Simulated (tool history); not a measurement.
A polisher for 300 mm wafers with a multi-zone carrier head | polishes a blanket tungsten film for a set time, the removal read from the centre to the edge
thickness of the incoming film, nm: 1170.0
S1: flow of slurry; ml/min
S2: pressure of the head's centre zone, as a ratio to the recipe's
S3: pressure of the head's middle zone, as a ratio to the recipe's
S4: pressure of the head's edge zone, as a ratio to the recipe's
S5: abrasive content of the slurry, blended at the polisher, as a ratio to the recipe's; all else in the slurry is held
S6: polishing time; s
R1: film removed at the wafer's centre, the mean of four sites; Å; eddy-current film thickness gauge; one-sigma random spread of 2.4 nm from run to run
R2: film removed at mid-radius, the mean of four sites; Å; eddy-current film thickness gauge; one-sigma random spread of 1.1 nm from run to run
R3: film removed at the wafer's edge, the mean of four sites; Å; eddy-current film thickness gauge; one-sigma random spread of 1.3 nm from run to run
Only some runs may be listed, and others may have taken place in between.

run 1 hour=0 | S1=215 S2=1 S3=1 S4=1 S5=1 S6=46 | R1=2285.4 R2=2209.5 R3=2209
run 2 hour=7.2 | S1=205 S2=0.99 S3=0.97 S4=0.99 S5=0.9 S6=46 | R1=2213 R2=2084.6 R3=2104.5
run 3 hour=13.6 | S1=205 S2=0.99 S3=1.02 S4=0.99 S5=0.9 S6=46 | R1=2223.2 R2=2125 R3=2104.9
run 4 hour=16.8 | S1=195 S2=0.97 S3=0.98 S4=1 S5=0.8 S6=46 | R1=2086 R2=1997.5 R3=2029.4
run 5 hour=18.3 | S1=195 S2=0.97 S3=1.01 S4=1 S5=0.8 S6=46 | R1=1995.1 R2=2059.9 R3=2066.3
run 6 hour=21 | S1=195 S2=0.92 S3=1.01 S4=1 S5=0.8 S6=46 | R1=1949.2 R2=2060.4 R3=2076.3
run 7 hour=26 | S1=185 S2=0.92 S3=0.97 S4=1.01 S5=0.75 S6=46 | R1=1868.7 R2=1913.4 R3=1998.8
run 8 hour=27.8 | S1=175 S2=0.92 S3=0.94 S4=1.01 S5=0.75 S6=46 | R1=1871.4 R2=1881.4 R3=1982.9
run 9 hour=36.5 | S1=170 S2=0.92 S3=0.92 S4=1.02 S5=0.7 S6=46 | R1=1839.4 R2=1786.6 R3=1952.5

Run 10 comes next. What will it give?
run 10 hour=37.6 | S1=170 S2=0.92 S3=0.92 S4=1.02 S5=0.7 S6=46 | R1=? R2=? R3=?

Run 10 gave R1 1816.8 Å, R2 1774.7 Å, R3 1946.3 Å.
